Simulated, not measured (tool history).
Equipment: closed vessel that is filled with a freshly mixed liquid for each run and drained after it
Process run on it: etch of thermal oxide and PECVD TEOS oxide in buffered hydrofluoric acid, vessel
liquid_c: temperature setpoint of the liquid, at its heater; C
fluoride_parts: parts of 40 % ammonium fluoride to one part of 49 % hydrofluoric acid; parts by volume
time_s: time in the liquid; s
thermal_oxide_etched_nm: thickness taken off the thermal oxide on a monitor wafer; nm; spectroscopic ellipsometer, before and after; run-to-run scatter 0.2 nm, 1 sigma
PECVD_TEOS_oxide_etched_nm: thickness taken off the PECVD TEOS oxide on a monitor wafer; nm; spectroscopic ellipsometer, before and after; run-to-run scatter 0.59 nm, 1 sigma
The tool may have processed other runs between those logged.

run  hour  liquid_c  fluoride_parts  time_s  thermal_oxide_etched_nm  PECVD_TEOS_oxide_etched_nm
  1     0        22               8      60                    75.59                      131.16
  2   3.1      20.5               9      60                   61.595                      105.74
  3  11.9      20.5               9      45                   45.725                      79.238
  4  12.5      20.5               9      65                   65.867                      113.89
  5  15.6      23.5               9      65                   77.768                      134.78
  6  16.2        22             9.5      65                   68.934                       120.7
  7  17.5      20.5              10      65                   61.862                      107.07

The next listed run, before its measurement:
  8  19.1      19.5              11      65                        ?                           ?

Run 8 yielded thermal_oxide_etched_nm 53.098 nm, PECVD_TEOS_oxide_etched_nm 90.184 nm.
